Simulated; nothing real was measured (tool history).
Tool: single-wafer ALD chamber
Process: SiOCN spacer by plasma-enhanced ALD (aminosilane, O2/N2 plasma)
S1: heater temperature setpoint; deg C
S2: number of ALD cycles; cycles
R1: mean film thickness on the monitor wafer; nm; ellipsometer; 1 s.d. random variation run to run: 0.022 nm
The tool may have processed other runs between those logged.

Run 1, hour 0.0: S1 380 deg C, S2 56 cycles. Result: R1 3.6454 nm.
Run 2, hour 5.1: S1 388 deg C, S2 56 cycles. Result: R1 3.6106 nm.
Run 3, hour 7.9: S1 388 deg C, S2 51 cycles. Result: R1 3.3197 nm.
Run 4, hour 12.4: S1 387 deg C, S2 57 cycles. Result: R1 3.6488 nm.
Run 5, hour 21.3: S1 386 deg C, S2 62 cycles. Result: R1 3.9946 nm.
Run 6, hour 29.6: S1 391 deg C, S2 62 cycles. Result: R1 4.0153 nm.

Estimate the outcome of run 7 from the log above:
Run 7, hour 36.1: S1 391 deg C, S2 64 cycles. Result: R1 ?.

Run 7 came out at R1 4.1093 nm.
